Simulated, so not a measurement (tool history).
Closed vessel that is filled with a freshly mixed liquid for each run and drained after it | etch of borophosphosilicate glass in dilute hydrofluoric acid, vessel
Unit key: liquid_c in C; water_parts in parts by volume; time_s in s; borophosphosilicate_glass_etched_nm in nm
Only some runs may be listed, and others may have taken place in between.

run	hour	liquid_c	water_parts	time_s	borophosphosilicate_glass_etched_nm
1	0.0	21.0	240	110	13.373
2	1.3	21.0	240	85	10.186
3	2.7	22.5	225	85	11.896
4	7.4	20.0	225	85	10.706
5	13.3	21.5	215	85	11.875
6	14.2	22.5	200	85	13.645
7	16.5	23.5	195	85	14.309
# hour 23.8: hydrofluoric acid flow meter replaced
8	23.8	24.5	185	85	15.021
9	25.8	25.0	175	85	16.400
10	28.8	25.5	170	85	16.917
11	37.1	26.0	165	85	18.083

Forecast run 12:
12	45.9	26.5	165	85	?

borophosphosilicate_glass_etched_nm: 18.224 nm
